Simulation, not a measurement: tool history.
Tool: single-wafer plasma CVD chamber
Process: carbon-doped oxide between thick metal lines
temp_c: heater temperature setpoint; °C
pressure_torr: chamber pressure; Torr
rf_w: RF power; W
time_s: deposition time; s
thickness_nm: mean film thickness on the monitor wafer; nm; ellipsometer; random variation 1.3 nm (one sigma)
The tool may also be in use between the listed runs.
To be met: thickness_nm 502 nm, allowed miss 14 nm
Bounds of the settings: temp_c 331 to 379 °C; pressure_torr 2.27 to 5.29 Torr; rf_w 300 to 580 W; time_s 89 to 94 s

{"run": 1, "hour": 0.0, "temp_c": 355, "pressure_torr": 3.78, "rf_w": 440, "time_s": 94, "thickness_nm": 391.3}
{"run": 2, "hour": 2.5, "temp_c": 355, "pressure_torr": 3.78, "rf_w": 465, "time_s": 94, "thickness_nm": 410.57}
{"run": 3, "hour": 3.2, "temp_c": 355, "pressure_torr": 3.78, "rf_w": 465, "time_s": 89, "thickness_nm": 390.69}
{"run": 4, "hour": 6.9, "temp_c": 359, "pressure_torr": 3.78, "rf_w": 465, "time_s": 89, "thickness_nm": 386.82}
{"run": 5, "hour": 9.8, "temp_c": 352, "pressure_torr": 3.78, "rf_w": 465, "time_s": 89, "thickness_nm": 393.04}
{"run": 6, "hour": 16.8, "temp_c": 352, "pressure_torr": 3.78, "rf_w": 465, "time_s": 89, "thickness_nm": 390.33}
{"run": 7, "hour": 20.0, "temp_c": 351, "pressure_torr": 3.91, "rf_w": 490, "time_s": 90, "thickness_nm": 416.01}
{"run": 8, "hour": 28.2, "temp_c": 351, "pressure_torr": 3.97, "rf_w": 510, "time_s": 91, "thickness_nm": 436.27}
{"run": 9, "hour": 37.0, "temp_c": 351, "pressure_torr": 4.04, "rf_w": 525, "time_s": 91, "thickness_nm": 447}
{"run": 10, "hour": 42.4, "temp_c": 351, "pressure_torr": 4.1, "rf_w": 540, "time_s": 91, "thickness_nm": 457.1}
{"run": 11, "hour": 51.2, "temp_c": 351, "pressure_torr": 4.15, "rf_w": 550, "time_s": 92, "thickness_nm": 470.7}
{"run": 12, "hour": 52.6, "temp_c": 351, "pressure_torr": 4.2, "rf_w": 555, "time_s": 92, "thickness_nm": 471.97}
{"run": 13, "hour": 61.5, "temp_c": 350, "pressure_torr": 4.23, "rf_w": 560, "time_s": 92, "thickness_nm": 476.91}
{"run": 14, "hour": 63.4, "temp_c": 350, "pressure_torr": 4.24, "rf_w": 565, "time_s": 92, "thickness_nm": 480.07}
{"run": 15, "hour": 71.7, "temp_c": 350, "pressure_torr": 4.26, "rf_w": 570, "time_s": 92, "thickness_nm": 483.8}
{"run": 16, "hour": 78.1, "temp_c": 350, "pressure_torr": 4.28, "rf_w": 570, "time_s": 92, "thickness_nm": 485.65}
{"run": 17, "hour": 79.2, "temp_c": 350, "pressure_torr": 4.3, "rf_w": 570, "time_s": 92, "thickness_nm": 484.6}
{"run": 18, "hour": 88.1, "temp_c": 350, "pressure_torr": 4.31, "rf_w": 570, "time_s": 92, "thickness_nm": 487.86}

5 next moves are on the table. One of them brings every result within its allowed miss. Which?
{"run": "A", "hour": 97.0, "temp_c": 345, "pressure_torr": 3.65, "rf_w": 580, "time_s": 94, "thickness_nm": "?"}
{"run": "B", "hour": 97.0, "temp_c": 348, "pressure_torr": 3.71, "rf_w": 575, "time_s": 91, "thickness_nm": "?"}
{"run": "C", "hour": 97.0, "temp_c": 355, "pressure_torr": 4.19, "rf_w": 575, "time_s": 91, "thickness_nm": "?"}
{"run": "D", "hour": 97.0, "temp_c": 345, "pressure_torr": 4.05, "rf_w": 565, "time_s": 89, "thickness_nm": "?"}
{"run": "E", "hour": 97.0, "temp_c": 355, "pressure_torr": 4.57, "rf_w": 550, "time_s": 91, "thickness_nm": "?"}

move=A thickness_nm=496.72
move=B thickness_nm=475.41
move=C thickness_nm=475.47
move=D thickness_nm=467.37
move=E thickness_nm=465.53
A: meets every target
B: further off than the last run
C: further off than the last run
D: further off than the last run
E: further off than the last run
Move A is the one to make.
